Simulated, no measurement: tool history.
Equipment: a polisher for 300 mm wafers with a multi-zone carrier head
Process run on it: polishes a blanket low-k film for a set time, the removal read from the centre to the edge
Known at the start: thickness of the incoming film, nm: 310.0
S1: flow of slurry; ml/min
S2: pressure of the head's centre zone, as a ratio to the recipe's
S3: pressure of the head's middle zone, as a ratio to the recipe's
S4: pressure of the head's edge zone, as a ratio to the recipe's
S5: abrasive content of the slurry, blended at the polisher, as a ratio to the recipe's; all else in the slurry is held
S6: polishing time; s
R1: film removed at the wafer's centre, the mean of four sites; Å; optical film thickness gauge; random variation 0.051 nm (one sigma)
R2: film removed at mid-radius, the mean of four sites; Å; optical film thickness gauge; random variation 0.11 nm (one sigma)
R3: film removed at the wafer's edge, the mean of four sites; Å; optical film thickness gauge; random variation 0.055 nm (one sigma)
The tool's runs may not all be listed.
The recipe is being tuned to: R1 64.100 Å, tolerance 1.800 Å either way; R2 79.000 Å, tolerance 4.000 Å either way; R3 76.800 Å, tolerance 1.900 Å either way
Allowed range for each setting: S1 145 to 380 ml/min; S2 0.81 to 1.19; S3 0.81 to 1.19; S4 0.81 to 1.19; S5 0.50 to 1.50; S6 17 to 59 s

run	hour	S1	S2	S3	S4	S5	S6	R1	R2	R3
1	0.0	245	1.00	1.00	1.00	1.00	38	130.210	131.120	127.580
2	7.2	225	0.94	1.00	0.99	0.85	35	101.540	108.360	107.640
3	9.8	225	0.94	1.00	0.95	0.85	35	103.650	108.380	106.790
4	15.7	210	0.90	1.02	0.94	0.75	33	83.748	96.654	92.028
5	18.6	195	0.87	1.01	0.92	0.70	33	77.863	91.314	85.929
6	20.9	185	0.85	1.00	0.93	0.65	33	72.582	87.250	83.130
7	22.7	175	0.84	0.99	0.93	0.65	33	71.566	85.193	83.062
8	25.8	170	0.83	0.99	0.93	0.60	33	66.183	80.439	76.894

Which single option among these 4 for the next run brings every result within its allowed miss of target? Just one does.
A	28.9	175	0.86	1.06	0.83	0.50	37	?	?	?
B	28.9	150	0.81	0.97	0.90	0.65	32	?	?	?
C	28.9	175	0.81	1.05	0.85	0.60	34	?	?	?
D	28.9	195	0.81	1.18	0.96	0.50	35	?	?	?

move	R1	R2	R3
A	68.714	83.222	73.703
B	63.542	77.093	76.017
C	66.824	85.414	76.903
D	62.607	86.906	75.133
A: lands further from the targets than the last run did
B: all results in spec
C: lands further from the targets than the last run did
D: brings the result that was furthest off to its target, and leaves another outside
Go with B: it meets all targets.
